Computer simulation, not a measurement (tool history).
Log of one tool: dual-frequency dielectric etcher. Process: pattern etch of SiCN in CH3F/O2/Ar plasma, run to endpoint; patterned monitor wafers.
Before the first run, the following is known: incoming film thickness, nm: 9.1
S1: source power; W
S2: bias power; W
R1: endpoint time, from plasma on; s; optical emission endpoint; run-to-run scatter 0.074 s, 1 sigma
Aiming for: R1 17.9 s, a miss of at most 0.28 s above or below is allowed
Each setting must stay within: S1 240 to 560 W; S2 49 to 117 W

{"run": 1, "hour": 0.0, "S1": 400, "S2": 83, "R1": 21.393}
{"run": 2, "hour": 7.5, "S1": 400, "S2": 95, "R1": 20.717}
{"run": 3, "hour": 16.3, "S1": 420, "S2": 96, "R1": 20.175}
{"run": 4, "hour": 24.3, "S1": 420, "S2": 88, "R1": 20.573}
{"run": 5, "hour": 26.4, "S1": 380, "S2": 88, "R1": 21.709}
{"run": 6, "hour": 29.0, "S1": 400, "S2": 89, "R1": 21.245}
{"run": 7, "hour": 35.4, "S1": 420, "S2": 90, "R1": 20.425}
{"run": 8, "hour": 36.3, "S1": 420, "S2": 90, "R1": 20.556}
{"run": 9, "hour": 42.5, "S1": 440, "S2": 90, "R1": 20.007}
{"run": 10, "hour": 45.9, "S1": 450, "S2": 90, "R1": 19.764}
{"run": 11, "hour": 52.0, "S1": 460, "S2": 90, "R1": 19.551}

Exercise: of the 5 proposed moves below, exactly one satisfies all targets within the stated allowed misses. Which move is it?
{"run": "A", "hour": 58.1, "S1": 550, "S2": 103, "R1": "?"}
{"run": "B", "hour": 58.1, "S1": 490, "S2": 98, "R1": "?"}
{"run": "C", "hour": 58.1, "S1": 560, "S2": 90, "R1": "?"}
{"run": "D", "hour": 58.1, "S1": 520, "S2": 87, "R1": "?"}
{"run": "E", "hour": 58.1, "S1": 540, "S2": 84, "R1": "?"}

move=A R1=17.359
move=B R1=18.56
move=C R1=17.827
move=D R1=18.608
move=E R1=18.442
A: the result that was furthest off in the last run now lies on the other side of its target
B: nearer than the last run, and not there yet
C: meets every target
D: nearer than the last run, and not there yet
E: nearer than the last run, and not there yet
Answer: C
